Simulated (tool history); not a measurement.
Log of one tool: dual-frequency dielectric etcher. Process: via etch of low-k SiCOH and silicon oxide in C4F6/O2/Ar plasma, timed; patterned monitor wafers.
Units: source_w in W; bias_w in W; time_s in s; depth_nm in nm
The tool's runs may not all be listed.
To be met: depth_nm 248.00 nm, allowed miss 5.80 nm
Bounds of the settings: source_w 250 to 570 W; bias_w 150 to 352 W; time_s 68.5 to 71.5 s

run  hour  source_w  bias_w  time_s  depth_nm
  1   0.0       410     251    68.5    202.48
  2   7.4       450     268    69.0    215.63
  3  11.9       450     301    69.0    225.52
  4  15.9       450     301    71.5    236.36
  5  20.7       460     304    71.5    240.01
  6  27.8       460     304    68.5    227.99
  7  33.1       480     308    68.5    236.36
  8  38.0       490     309    68.5    238.04

4 next moves are on the table. One of them brings every result within its allowed miss. Which?
  A  42.9       570     254    68.5         ?
  B  42.9       520     304    70.0         ?
  C  42.9       450     312    69.0         ?
  D  42.9       460     326    69.5         ?

move  depth_nm
   A    238.39
   B    247.90
   C    229.87
   D    237.70
A: as far off as the last run
B: meets every target
C: further off than the last run
D: as far off as the last run
Move B is the one to make.
